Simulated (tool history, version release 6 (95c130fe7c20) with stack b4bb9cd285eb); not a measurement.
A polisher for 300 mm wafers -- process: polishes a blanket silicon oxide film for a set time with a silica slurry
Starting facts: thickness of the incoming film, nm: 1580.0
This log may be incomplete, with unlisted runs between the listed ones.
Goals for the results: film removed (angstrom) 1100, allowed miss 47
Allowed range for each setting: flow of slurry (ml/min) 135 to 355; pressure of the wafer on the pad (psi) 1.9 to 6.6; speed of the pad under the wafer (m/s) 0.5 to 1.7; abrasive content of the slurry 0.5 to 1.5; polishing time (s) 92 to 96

run  hour  flow of slurry (ml/min)  pressure of the wafer on the pad (psi)  speed of the pad under the wafer (m/s)  abrasive content of the slurry  polishing time (s)  film removed (angstrom)
  1     0                      225                                     4.2                                     1.1                               1                  92                   2493.1
  2   2.1                      225                                       5                                     1.1                               1                  92                   2994.2
  3   7.5                      225                                     4.3                                       1                               1                  92                   2310.7
  4   9.5                      225                                     4.3                                       1                             0.8                  92                   1970.7
  5  10.7                      225                                     3.5                                       1                             0.8                  92                   1608.1
  6  13.9                      225                                     3.2                                       1                             0.8                  92                   1474.6
  7  21.6                      225                                       2                                    0.98                             0.8                  92                   933.83
  8  30.7                      225                                     2.1                                    0.98                             0.8                  92                   971.31
  9  35.8                      225                                     2.2                                    0.98                             0.8                  92                   1031.1

Pick the move, out of 4, that brings all results within their allowed miss; only one does.
  A  40.9                      255                                     2.6                                    0.72                             0.9                  95                        ?
  B  40.9                      235                                     2.3                                    0.92                            0.75                  95                        ?
  C  40.9                      220                                     2.2                                    1.08                            0.65                  93                        ?
  D  40.9                      260                                     2.6                                    0.82                             0.9                  96                        ?

move  film removed (angstrom)
   A                   1094.9
   B                   1001.5
   C                   903.64
   D                   1230.4
A: meets every target
B: misses by more than the last run did
C: misses by more than the last run did
D: moves the result that the last run missed by most past its target, out the other side
Answer: A
